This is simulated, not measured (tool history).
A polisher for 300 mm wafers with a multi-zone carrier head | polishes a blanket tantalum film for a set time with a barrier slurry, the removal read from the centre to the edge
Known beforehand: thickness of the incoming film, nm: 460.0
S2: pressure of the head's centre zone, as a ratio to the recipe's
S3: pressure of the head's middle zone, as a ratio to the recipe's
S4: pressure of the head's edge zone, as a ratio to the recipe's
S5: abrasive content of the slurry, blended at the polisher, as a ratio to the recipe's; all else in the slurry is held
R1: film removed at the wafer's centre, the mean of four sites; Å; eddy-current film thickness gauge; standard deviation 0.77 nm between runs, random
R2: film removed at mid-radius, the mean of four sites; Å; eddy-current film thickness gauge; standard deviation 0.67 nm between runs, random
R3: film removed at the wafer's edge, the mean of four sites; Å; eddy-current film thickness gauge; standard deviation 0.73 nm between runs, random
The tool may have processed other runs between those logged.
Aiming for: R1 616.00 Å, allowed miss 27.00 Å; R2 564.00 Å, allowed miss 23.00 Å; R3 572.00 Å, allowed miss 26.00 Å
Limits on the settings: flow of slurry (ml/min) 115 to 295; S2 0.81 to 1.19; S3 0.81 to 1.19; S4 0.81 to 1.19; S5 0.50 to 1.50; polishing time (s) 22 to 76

run 1 hour=0.0 | flow_of_slurry_(ml/min)=190 S2=1.00 S3=1.00 S4=1.00 S5=1.00 polishing_time_(s)=49 | R1=505.62 R2=484.11 R3=477.39
run 2 hour=6.9 | flow_of_slurry_(ml/min)=190 S2=1.00 S3=1.00 S4=0.97 S5=1.00 polishing_time_(s)=49 | R1=502.96 R2=482.05 R3=472.68
run 3 hour=10.6 | flow_of_slurry_(ml/min)=230 S2=1.00 S3=1.00 S4=0.97 S5=1.00 polishing_time_(s)=49 | R1=522.74 R2=499.98 R3=488.15
run 4 hour=19.2 | flow_of_slurry_(ml/min)=240 S2=1.01 S3=1.00 S4=1.00 S5=1.10 polishing_time_(s)=49 | R1=539.74 R2=520.87 R3=517.28
run 5 hour=23.2 | flow_of_slurry_(ml/min)=240 S2=1.01 S3=1.00 S4=0.94 S5=1.10 polishing_time_(s)=49 | R1=549.35 R2=516.71 R3=501.06
run 6 hour=31.8 | flow_of_slurry_(ml/min)=245 S2=1.03 S3=1.00 S4=0.96 S5=1.15 polishing_time_(s)=49 | R1=574.37 R2=529.53 R3=513.83
run 7 hour=36.9 | flow_of_slurry_(ml/min)=250 S2=1.03 S3=1.00 S4=0.98 S5=1.20 polishing_time_(s)=49 | R1=562.28 R2=547.84 R3=521.53
run 8 hour=38.0 | flow_of_slurry_(ml/min)=255 S2=1.04 S3=0.98 S4=0.99 S5=1.20 polishing_time_(s)=50 | R1=596.21 R2=538.28 R3=545.60
run 9 hour=44.3 | flow_of_slurry_(ml/min)=260 S2=1.04 S3=0.98 S4=1.00 S5=1.20 polishing_time_(s)=50 | R1=601.98 R2=539.02 R3=549.27

Below are 4 possible settings for the next run. Only one of them brings all results inside the allowed miss of their targets. Which is it?
run A hour=50.6 | flow_of_slurry_(ml/min)=290 S2=1.18 S3=1.11 S4=1.00 S5=0.90 polishing_time_(s)=53 | R1=? R2=? R3=?
run B hour=50.6 | flow_of_slurry_(ml/min)=265 S2=0.96 S3=0.93 S4=1.03 S5=0.95 polishing_time_(s)=56 | R1=? R2=? R3=?
run C hour=50.6 | flow_of_slurry_(ml/min)=240 S2=1.01 S3=0.96 S4=0.97 S5=1.00 polishing_time_(s)=57 | R1=? R2=? R3=?
run D hour=50.6 | flow_of_slurry_(ml/min)=255 S2=1.02 S3=0.88 S4=1.04 S5=1.25 polishing_time_(s)=53 | R1=? R2=? R3=?

move=A R1=658.11 R2=580.80 R3=518.81
move=B R1=571.96 R2=536.78 R3=566.98
move=C R1=618.32 R2=566.67 R3=567.60
move=D R1=631.24 R2=532.57 R3=592.93
A: brings the result that was furthest off to its target, and leaves another outside
B: lands further from the targets than the last run did
C: each result inside its tolerance
D: lands further from the targets than the last run did
The move that meets every target is C.
